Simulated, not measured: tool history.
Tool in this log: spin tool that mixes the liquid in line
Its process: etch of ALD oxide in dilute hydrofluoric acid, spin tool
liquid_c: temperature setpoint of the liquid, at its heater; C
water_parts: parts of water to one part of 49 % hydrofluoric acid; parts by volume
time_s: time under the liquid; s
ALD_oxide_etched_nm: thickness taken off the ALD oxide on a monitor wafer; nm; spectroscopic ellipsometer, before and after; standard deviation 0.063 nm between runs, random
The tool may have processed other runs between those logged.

run  hour  liquid_c  water_parts  time_s  ALD_oxide_etched_nm
  1     0        21          255     260                13.25
  2   4.8      19.5          290     260               10.677
  3   9.4      19.5          290     280               11.356
  4    17        17          290     280               10.484
  5  25.2      20.5          290     280               11.895
  6  28.2      19.5          315     280                10.29
     29.1  -- thermometer replaced
  7  29.1      18.5          335     280               8.3477
  8  32.1        18          340     280               8.1901

What does the tool deliver on the next run?
  9  40.8      17.5          345     280                    ?

{"run 9": {"ALD_oxide_etched_nm": 7.9534}}
